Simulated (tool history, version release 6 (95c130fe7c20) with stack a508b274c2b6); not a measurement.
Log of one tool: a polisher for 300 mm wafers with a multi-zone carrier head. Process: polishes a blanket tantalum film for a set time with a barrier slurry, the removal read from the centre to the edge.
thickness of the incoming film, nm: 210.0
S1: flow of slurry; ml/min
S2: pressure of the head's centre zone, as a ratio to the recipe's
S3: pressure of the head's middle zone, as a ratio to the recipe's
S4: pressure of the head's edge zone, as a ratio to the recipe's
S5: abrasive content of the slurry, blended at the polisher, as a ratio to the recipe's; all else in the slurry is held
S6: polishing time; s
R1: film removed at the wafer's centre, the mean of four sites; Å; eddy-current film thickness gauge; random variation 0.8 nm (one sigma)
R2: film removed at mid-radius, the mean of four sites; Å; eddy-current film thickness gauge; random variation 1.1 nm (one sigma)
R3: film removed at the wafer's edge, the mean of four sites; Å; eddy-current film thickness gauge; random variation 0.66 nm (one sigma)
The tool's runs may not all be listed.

run 1 hour=0 | S1=140 S2=1 S3=1 S4=1 S5=1 S6=32 | R1=860.73 R2=855.76 R3=880.58
run 2 hour=1.1 | S1=150 S2=1 S3=1.01 S4=1.03 S5=1.05 S6=32 | R1=893.91 R2=929.14 R3=910.36
run 3 hour=8.5 | S1=155 S2=0.99 S3=1 S4=1.05 S5=1.1 S6=32 | R1=895.72 R2=900.9 R3=933.3
run 4 hour=14.6 | S1=155 S2=1.08 S3=1 S4=1.05 S5=1.1 S6=32 | R1=983.18 R2=908.96 R3=919.01
run 5 hour=15.9 | S1=155 S2=1.08 S3=0.95 S4=1.05 S5=1.1 S6=32 | R1=957.81 R2=870.77 R3=926.48
run 6 hour=19.3 | S1=155 S2=1.08 S3=0.95 S4=1.05 S5=1.2 S6=32 | R1=993.75 R2=891.46 R3=935.83
run 7 hour=20.9 | S1=160 S2=1.06 S3=0.96 S4=1.07 S5=1.2 S6=32 | R1=974.62 R2=900.81 R3=944.71
run 8 hour=25.7 | S1=200 S2=0.96 S3=1.06 S4=1.17 S5=1.4 S6=32 | R1=946.53 R2=1045.8 R3=1044.1

The next listed run, before its measurement:
run 9 hour=27.2 | S1=205 S2=0.96 S3=1.06 S4=1.18 S5=1.45 S6=32 | R1=? R2=? R3=?

R1: 966.72 Å
R2: 1057.5 Å
R3: 1047.2 Å
